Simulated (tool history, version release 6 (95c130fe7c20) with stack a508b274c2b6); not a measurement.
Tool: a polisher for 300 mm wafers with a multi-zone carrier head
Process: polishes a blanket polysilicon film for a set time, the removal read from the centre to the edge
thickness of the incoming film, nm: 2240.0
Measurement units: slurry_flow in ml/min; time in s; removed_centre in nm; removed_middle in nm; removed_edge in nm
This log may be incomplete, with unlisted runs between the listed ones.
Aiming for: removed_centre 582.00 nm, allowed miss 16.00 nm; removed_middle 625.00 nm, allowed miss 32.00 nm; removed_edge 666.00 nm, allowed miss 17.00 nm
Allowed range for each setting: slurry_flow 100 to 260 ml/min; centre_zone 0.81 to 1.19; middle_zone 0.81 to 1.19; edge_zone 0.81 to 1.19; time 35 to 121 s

run	hour	slurry_flow	centre_zone	middle_zone	edge_zone	time	removed_centre	removed_middle	removed_edge
1	0.0	165	1.00	1.00	1.00	78	818.03	809.16	823.60
2	8.2	165	1.00	1.00	1.00	93	967.35	945.94	999.28
3	11.2	155	0.97	0.98	0.98	88	898.98	897.54	931.25
4	13.7	150	0.95	0.96	0.99	82	808.92	837.55	856.21
5	18.7	150	1.01	0.96	0.99	82	845.38	824.81	849.91
6	25.4	145	0.99	0.94	1.01	78	771.27	761.26	820.90
7	26.0	140	0.97	0.93	1.00	75	736.99	726.01	774.74
8	34.1	135	0.95	0.92	1.00	73	690.93	712.99	749.90
9	35.9	130	0.94	0.90	1.00	72	668.15	671.95	737.82
10	38.8	125	0.92	0.89	0.98	71	651.93	670.32	709.04
11	43.6	120	0.91	0.88	0.98	71	634.09	633.44	710.46
12	47.0	120	0.90	0.89	0.97	71	620.34	634.25	707.25
13	49.4	120	0.89	0.90	0.95	71	616.53	646.40	709.04
14	57.9	120	0.89	0.91	0.93	70	616.54	640.59	682.96

Below are 5 possible settings for the next run. Only one of them brings all results inside the allowed miss of their targets. Which is it?
A	66.4	165	0.86	0.90	0.94	69	?	?	?
B	66.4	105	0.91	0.97	1.01	68	?	?	?
C	66.4	100	0.93	0.81	0.89	77	?	?	?
D	66.4	120	0.97	0.98	0.87	72	?	?	?
E	66.4	130	0.81	1.05	1.01	69	?	?	?

move	removed_centre	removed_middle	removed_edge
A	630.57	682.50	716.62
B	570.03	630.31	673.34
C	643.52	622.61	711.61
D	665.31	700.10	683.70
E	567.62	719.50	712.73
A: misses by more than the last run did
B: every result lands within tolerance
C: misses by more than the last run did
D: misses by more than the last run did
E: corrects the largest miss of the last run, while another result sits out of spec
Correct choice: B, which meets every target

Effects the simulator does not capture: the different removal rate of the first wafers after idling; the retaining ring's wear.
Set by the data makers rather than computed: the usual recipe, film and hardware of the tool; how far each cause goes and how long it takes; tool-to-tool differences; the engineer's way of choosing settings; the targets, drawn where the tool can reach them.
